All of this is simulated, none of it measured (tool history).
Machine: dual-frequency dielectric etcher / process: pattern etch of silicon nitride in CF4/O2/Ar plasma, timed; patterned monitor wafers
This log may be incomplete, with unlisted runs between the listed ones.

run	hour	source power (W)	bias power (W)	Ar flow (sccm)	CF4 flow (sccm)	etch time (s)	mean etch depth across the wafer (nm)
1	0.0	480	57	85	107	204.5	398.27
2	4.0	480	57	85	126	204.5	400.77
3	7.3	480	57	85	138	204.5	406.16
4	12.2	480	57	76	138	204.5	411.88
5	20.5	480	57	70	138	204.5	413.57
6	24.4	480	57	70	138	204.5	416.62
7	31.5	490	57	70	138	204.5	419.92
8	35.3	500	57	70	138	204.5	435.99
9	38.1	510	57	70	138	204.5	438.48

What does the tool deliver on the next run?
10	46.9	520	57	70	138	204.5	?

{"run 10": {"mean etch depth across the wafer (nm)": 450.16}}
